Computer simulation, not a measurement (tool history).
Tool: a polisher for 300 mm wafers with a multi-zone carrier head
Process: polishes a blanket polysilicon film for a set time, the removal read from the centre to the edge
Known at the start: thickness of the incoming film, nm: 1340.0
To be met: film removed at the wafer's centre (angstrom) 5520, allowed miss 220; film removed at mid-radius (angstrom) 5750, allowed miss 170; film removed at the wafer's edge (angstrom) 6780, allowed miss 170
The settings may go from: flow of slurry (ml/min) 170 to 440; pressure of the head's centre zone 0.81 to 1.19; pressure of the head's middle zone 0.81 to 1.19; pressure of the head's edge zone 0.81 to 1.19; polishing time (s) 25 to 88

run	hour	flow of slurry (ml/min)	pressure of the head's centre zone	pressure of the head's middle zone	pressure of the head's edge zone	polishing time (s)	film removed at the wafer's centre (angstrom)	film removed at mid-radius (angstrom)	film removed at the wafer's edge (angstrom)
1	0	280	1	1	1	56	4724.5	4815.1	4868.7
2	3.2	280	1	1	0.94	56	4744.5	4757.2	4753.9
3	9	330	1	1	0.94	56	4910.1	4851.7	4824
4	11.6	370	1	1	0.94	56	4907.4	4882.9	4889.5
5	15.1	370	1	1	0.94	44	3790.9	3831.3	3862.7
6	22.7	375	0.99	0.99	0.96	46	4027.7	4050.4	4076.8
7	26.2	370	0.97	0.97	0.98	48	4052.2	4079.4	4227.9
8	34.9	370	0.97	0.97	0.98	48	4126.2	4058.6	4232.1
9	40.6	360	0.95	0.97	1	50	4141.4	4195	4439.1
10	45.5	360	0.94	0.97	1.02	52	4329.7	4421.3	4615.2
11	46.9	350	0.93	0.96	1.04	54	4458.7	4551.5	4800.4
12	50.9	340	0.92	0.95	1.06	56	4491.2	4710	5051
13	53.3	340	0.92	0.94	1.07	57	4659.4	4705.9	5236.7
14	54.5	335	0.91	0.94	1.08	58	4616.7	4755.3	5282.1
15	62.9	330	0.91	0.94	1.09	59	4656.3	4842.3	5462.2
16	68.1	330	0.91	0.94	1.1	60	4804	4855.5	5467.6
17	76.5	340	0.82	0.92	1.18	74	5517.6	5983.7	6923.6

Which of these 5 next moves meets every target?
A	84.9	320	0.85	0.87	1.18	75	?	?	?
B	84.9	320	0.82	0.87	1.19	76	?	?	?
C	84.9	365	0.88	0.99	1.13	73	?	?	?
D	84.9	305	0.82	0.92	1.06	80	?	?	?
E	84.9	350	0.88	0.91	1.19	72	?	?	?

move	film removed at the wafer's centre (angstrom)	film removed at mid-radius (angstrom)	film removed at the wafer's edge (angstrom)
A	5553.1	5859.8	7115.5
B	5467.8	5938.7	7234.8
C	5632.3	6424.1	6856.8
D	5729.1	6519.2	7252.2
E	5531.1	5883.9	6891.5
A: brings the result that was furthest off to its target, and leaves another outside
B: further off than the last run
C: further off than the last run
D: further off than the last run
E: meets every target
Answer: E
